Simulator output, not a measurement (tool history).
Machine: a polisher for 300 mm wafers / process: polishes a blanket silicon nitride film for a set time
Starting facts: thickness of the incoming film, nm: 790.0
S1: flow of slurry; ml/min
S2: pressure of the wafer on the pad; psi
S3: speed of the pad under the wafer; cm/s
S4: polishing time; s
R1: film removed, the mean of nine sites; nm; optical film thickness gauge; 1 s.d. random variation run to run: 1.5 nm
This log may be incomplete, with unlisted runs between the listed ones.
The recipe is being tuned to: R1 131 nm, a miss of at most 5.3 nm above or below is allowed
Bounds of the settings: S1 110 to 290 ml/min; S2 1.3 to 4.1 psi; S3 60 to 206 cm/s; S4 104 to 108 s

| run | day | S1 | S2 | S3 | S4 | R1 |
|---|---|---|---|---|---|---|
| 1 | 0 | 185 | 2.7 | 132 | 104 | 178.91 |
| 2 | 0.179 | 185 | 3.2 | 132 | 104 | 210.45 |
| 3 | 0.208 | 185 | 2.7 | 130 | 104 | 174.92 |
| 4 | 0.554 | 185 | 2.7 | 130 | 104 | 173.34 |
| 5 | 0.771 | 150 | 2.7 | 130 | 104 | 171.79 |
| 6 | 0.883 | 150 | 2.7 | 130 | 104 | 173.52 |
| 7 | 1.133 | 150 | 2.4 | 128 | 104 | 153.16 |
| 8 | 1.3 | 150 | 2.3 | 128 | 104 | 145.71 |

4 candidate next runs follow, results not yet known. Just one meets every target within its allowed miss. Identify it.
| A | 1.467 | 140 | 2.4 | 142 | 106 | ? |
| B | 1.467 | 180 | 2.4 | 142 | 106 | ? |
| C | 1.467 | 130 | 2.1 | 134 | 108 | ? |
| D | 1.467 | 135 | 1.8 | 150 | 108 | ? |

| move | R1 |
|---|---|
| A | 161.02 |
| B | 166.91 |
| C | 137.54 |
| D | 128.02 |
A: misses by more than the last run did
B: misses by more than the last run did
C: an improvement on the last run, though not all results are within tolerance
D: all results in spec
The move that meets every target is D.
